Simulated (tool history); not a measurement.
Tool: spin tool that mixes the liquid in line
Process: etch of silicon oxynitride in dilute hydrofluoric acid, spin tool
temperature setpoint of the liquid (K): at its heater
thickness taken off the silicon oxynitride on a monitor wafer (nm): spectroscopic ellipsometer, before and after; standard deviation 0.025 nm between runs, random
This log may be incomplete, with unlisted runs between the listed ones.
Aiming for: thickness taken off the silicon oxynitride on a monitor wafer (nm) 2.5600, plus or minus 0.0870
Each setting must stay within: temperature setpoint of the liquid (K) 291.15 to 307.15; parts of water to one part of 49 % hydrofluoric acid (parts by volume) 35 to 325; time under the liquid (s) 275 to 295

run	day	temperature setpoint of the liquid (K)	parts of water to one part of 49 % hydrofluoric acid (parts by volume)	time under the liquid (s)	thickness taken off the silicon oxynitride on a monitor wafer (nm)
1	0.000	299.15	180	275	4.3822
2	0.158	296.65	180	275	3.7727
3	0.538	296.65	125	275	5.8063
4	0.817	296.65	125	295	6.1098
5	0.988	296.15	135	295	5.6203
6	1.204	294.15	135	295	4.9855
7	1.446	291.15	205	295	2.7419
8	1.679	291.15	210	295	2.7089

5 candidate next runs follow, results not yet known. Just one meets every target within its allowed miss. Identify it.
A	1.912	292.15	230	295	?
B	1.912	292.65	235	280	?
C	1.912	291.65	225	275	?
D	1.912	291.65	240	295	?
E	1.912	291.15	225	285	?

move	thickness taken off the silicon oxynitride on a monitor wafer (nm)
A	2.5490
B	2.4157
C	2.3805
D	2.3725
E	2.4101
A: every result within its allowed miss
B: carries the result that was furthest off beyond its target, to the other side
C: carries the result that was furthest off beyond its target, to the other side
D: carries the result that was furthest off beyond its target, to the other side
E: carries the result that was furthest off beyond its target, to the other side
The right move is A.
